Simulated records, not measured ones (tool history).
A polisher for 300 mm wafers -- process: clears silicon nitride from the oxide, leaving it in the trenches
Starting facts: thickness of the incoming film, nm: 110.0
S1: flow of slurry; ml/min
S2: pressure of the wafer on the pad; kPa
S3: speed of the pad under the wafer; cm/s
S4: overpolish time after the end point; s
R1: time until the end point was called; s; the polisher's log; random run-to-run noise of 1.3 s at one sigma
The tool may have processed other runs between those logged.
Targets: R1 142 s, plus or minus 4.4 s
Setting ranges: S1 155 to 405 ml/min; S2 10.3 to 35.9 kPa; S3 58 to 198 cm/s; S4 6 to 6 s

run 1 day=0 | S1=260 S2=22.8 S3=128 S4=6 | R1=72.308
run 2 day=0.3 | S1=260 S2=22.8 S3=152 S4=6 | R1=61.049
run 3 day=0.375 | S1=260 S2=22.8 S3=178 S4=6 | R1=51.699
run 4 day=0.488 | S1=310 S2=22.8 S3=178 S4=6 | R1=51.719
run 5 day=0.542 | S1=335 S2=22.8 S3=178 S4=6 | R1=50.015
run 6 day=0.6 | S1=330 S2=21.4 S3=168 S4=6 | R1=57.335
run 7 day=0.862 | S1=330 S2=20 S3=160 S4=6 | R1=63.65
run 8 day=1.196 | S1=330 S2=18.6 S3=152 S4=6 | R1=72.234
run 9 day=1.454 | S1=330 S2=17.2 S3=146 S4=6 | R1=80.667
run 10 day=1.796 | S1=330 S2=16.5 S3=142 S4=6 | R1=85.841
run 11 day=1.925 | S1=330 S2=15.9 S3=138 S4=6 | R1=91.939

Below are 5 possible settings for the next run. Only one of them brings all results inside the allowed miss of their targets. Which is it?
run A day=2.054 | S1=290 S2=11 S3=118 S4=6 | R1=?
run B day=2.054 | S1=395 S2=16.5 S3=66 S4=6 | R1=?
run C day=2.054 | S1=390 S2=11.7 S3=118 S4=6 | R1=?
run D day=2.054 | S1=345 S2=11.7 S3=106 S4=6 | R1=?
run E day=2.054 | S1=400 S2=15.9 S3=98 S4=6 | R1=?

move=A R1=151.58
move=B R1=175.14
move=C R1=139.62
move=D R1=156.32
move=E R1=125.07
A: the result that was furthest off in the last run now lies on the other side of its target
B: the result that was furthest off in the last run now lies on the other side of its target
C: every result lands within tolerance
D: the result that was furthest off in the last run now lies on the other side of its target
E: gains on the last run, yet a result remains outside its allowed miss
So the answer is move C, the one that meets all the targets.
